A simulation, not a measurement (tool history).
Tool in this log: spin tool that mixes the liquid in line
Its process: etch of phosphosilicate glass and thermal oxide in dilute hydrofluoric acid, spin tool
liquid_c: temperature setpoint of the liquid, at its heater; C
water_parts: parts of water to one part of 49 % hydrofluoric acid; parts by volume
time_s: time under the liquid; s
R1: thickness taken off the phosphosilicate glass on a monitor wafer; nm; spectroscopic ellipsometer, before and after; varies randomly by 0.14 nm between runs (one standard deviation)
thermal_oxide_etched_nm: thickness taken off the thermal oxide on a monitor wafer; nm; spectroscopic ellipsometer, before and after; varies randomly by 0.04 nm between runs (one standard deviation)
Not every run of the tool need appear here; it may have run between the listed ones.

Run 1, hour 0.0: liquid_c 21.0 C, water_parts 145 parts by volume, time_s 30 s. Result: R1 28.011 nm, thermal_oxide_etched_nm 0.90007 nm.
Run 2, hour 1.8: liquid_c 22.5 C, water_parts 145 parts by volume, time_s 30 s. Result: R1 29.833 nm, thermal_oxide_etched_nm 0.95613 nm.
Run 3, hour 8.0: liquid_c 23.5 C, water_parts 145 parts by volume, time_s 30 s. Result: R1 30.977 nm, thermal_oxide_etched_nm 0.96340 nm.
Run 4, hour 11.4: liquid_c 24.5 C, water_parts 145 parts by volume, time_s 30 s. Result: R1 32.096 nm, thermal_oxide_etched_nm 1.05390 nm.
Run 5, hour 17.1: liquid_c 24.5 C, water_parts 105 parts by volume, time_s 30 s. Result: R1 46.613 nm, thermal_oxide_etched_nm 1.60770 nm.
Run 6, hour 23.2: liquid_c 23.5 C, water_parts 105 parts by volume, time_s 30 s. Result: R1 45.096 nm, thermal_oxide_etched_nm 1.46060 nm.
Run 7, hour 29.7: liquid_c 22.5 C, water_parts 105 parts by volume, time_s 30 s. Result: R1 43.015 nm, thermal_oxide_etched_nm 1.49800 nm.
Run 8, hour 30.8: liquid_c 22.0 C, water_parts 105 parts by volume, time_s 30 s. Result: R1 42.353 nm, thermal_oxide_etched_nm 1.35150 nm.
Run 9, hour 36.3: liquid_c 21.5 C, water_parts 105 parts by volume, time_s 30 s. Result: R1 41.220 nm, thermal_oxide_etched_nm 1.30770 nm.

What does the tool deliver on the next run?
Run 10, hour 40.9: liquid_c 21.0 C, water_parts 105 parts by volume, time_s 30 s. Result: R1 ?, thermal_oxide_etched_nm ?.

R1: 40.545 nm
thermal_oxide_etched_nm: 1.25610 nm
